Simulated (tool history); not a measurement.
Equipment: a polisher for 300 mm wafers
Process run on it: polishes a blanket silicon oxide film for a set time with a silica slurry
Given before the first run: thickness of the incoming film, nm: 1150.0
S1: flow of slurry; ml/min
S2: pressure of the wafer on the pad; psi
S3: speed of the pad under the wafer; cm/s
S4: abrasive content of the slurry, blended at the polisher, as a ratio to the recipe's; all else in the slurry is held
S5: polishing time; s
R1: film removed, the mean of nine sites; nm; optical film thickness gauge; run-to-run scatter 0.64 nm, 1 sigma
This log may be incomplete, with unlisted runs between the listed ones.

| run | day | S1 | S2 | S3 | S4 | S5 | R1 |
|---|---|---|---|---|---|---|---|
| 1 | 0.000 | 180 | 3.2 | 120 | 1.0 | 47 | 107.990 |
| 2 | 0.088 | 175 | 3.0 | 120 | 1.0 | 47 | 100.650 |
| 3 | 0.238 | 175 | 3.0 | 120 | 1.0 | 43 | 92.500 |
| 4 | 0.288 | 175 | 3.0 | 140 | 1.0 | 43 | 104.580 |
| 5 | 0.600 | 175 | 3.0 | 128 | 1.0 | 43 | 96.265 |
| 6 | 0.642 | 165 | 2.9 | 128 | 1.0 | 43 | 92.672 |
| 7 | 0.671 | 155 | 2.9 | 128 | 1.0 | 43 | 91.146 |
| 8 | 0.729 | 145 | 2.9 | 128 | 1.0 | 43 | 89.900 |
| 9 | 1.067 | 140 | 2.9 | 128 | 1.0 | 43 | 90.109 |
| 10 | 1.338 | 135 | 2.9 | 128 | 1.0 | 43 | 89.305 |

The next listed run, before its measurement:
| 11 | 1.504 | 120 | 2.7 | 128 | 1.0 | 43 | ? |

{"run 11": {"R1": 80.692}}
